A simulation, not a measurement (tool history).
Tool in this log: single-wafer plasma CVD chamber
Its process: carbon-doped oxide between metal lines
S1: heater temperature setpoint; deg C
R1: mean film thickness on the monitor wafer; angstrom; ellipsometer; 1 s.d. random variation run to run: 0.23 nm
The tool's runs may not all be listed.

{"run": 1, "hour": 0.0, "S1": 375, "chamber pressure (mTorr)": 5350, "RF power (kW)": 0.66, "deposition time (s)": 14.7, "R1": 826.23}
{"run": 2, "hour": 3.8, "S1": 376, "chamber pressure (mTorr)": 5180, "RF power (kW)": 0.625, "deposition time (s)": 14.6, "R1": 781.15}
{"run": 3, "hour": 12.7, "S1": 376, "chamber pressure (mTorr)": 5900, "RF power (kW)": 0.625, "deposition time (s)": 14.6, "R1": 797.37}
{"run": 4, "hour": 20.5, "S1": 376, "chamber pressure (mTorr)": 5450, "RF power (kW)": 0.625, "deposition time (s)": 14.6, "R1": 788.75}
{"run": 5, "hour": 24.0, "S1": 376, "chamber pressure (mTorr)": 5450, "RF power (kW)": 0.625, "deposition time (s)": 14.7, "R1": 787.98}
{"run": 6, "hour": 30.4, "S1": 377, "chamber pressure (mTorr)": 5230, "RF power (kW)": 0.61, "deposition time (s)": 14.7, "R1": 771.97}
{"run": 7, "hour": 38.2, "S1": 378, "chamber pressure (mTorr)": 5040, "RF power (kW)": 0.595, "deposition time (s)": 14.7, "R1": 753.63}

Run 8 comes next. What will it give?
{"run": 8, "hour": 47.2, "S1": 379, "chamber pressure (mTorr)": 4900, "RF power (kW)": 0.585, "deposition time (s)": 14.7, "R1": "?"}

Logged for run 8: R1 737.35 angstrom.

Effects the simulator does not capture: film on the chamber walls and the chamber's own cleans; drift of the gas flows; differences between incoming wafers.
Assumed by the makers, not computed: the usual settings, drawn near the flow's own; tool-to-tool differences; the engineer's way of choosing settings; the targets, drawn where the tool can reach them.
